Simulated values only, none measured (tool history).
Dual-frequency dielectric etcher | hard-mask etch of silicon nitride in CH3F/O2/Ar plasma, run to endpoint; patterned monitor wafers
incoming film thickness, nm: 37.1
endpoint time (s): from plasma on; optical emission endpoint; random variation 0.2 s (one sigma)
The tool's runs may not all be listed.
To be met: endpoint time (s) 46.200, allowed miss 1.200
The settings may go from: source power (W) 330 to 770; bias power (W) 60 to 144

run,hour,source power (W),bias power (W),endpoint time (s)
1,0.0,550,102,37.840
2,8.9,650,102,34.975
3,12.3,650,89,36.478
4,16.0,550,89,39.085
5,19.9,550,107,37.119
6,23.0,550,90,38.831
7,26.2,510,86,40.967
8,30.0,480,85,42.077
9,32.3,460,84,42.851
10,39.5,440,83,44.391
11,45.9,430,83,44.393

5 next moves are on the table. One of them brings every result within its allowed miss. Which?
A,52.3,450,84,?
B,52.3,450,89,?
C,52.3,480,88,?
D,52.3,400,83,?
E,52.3,450,93,?

move,endpoint time (s)
A,43.747
B,43.016
C,41.907
D,46.376
E,42.458
A: further off than the last run
B: further off than the last run
C: further off than the last run
D: meets every target
E: further off than the last run
Answer: D

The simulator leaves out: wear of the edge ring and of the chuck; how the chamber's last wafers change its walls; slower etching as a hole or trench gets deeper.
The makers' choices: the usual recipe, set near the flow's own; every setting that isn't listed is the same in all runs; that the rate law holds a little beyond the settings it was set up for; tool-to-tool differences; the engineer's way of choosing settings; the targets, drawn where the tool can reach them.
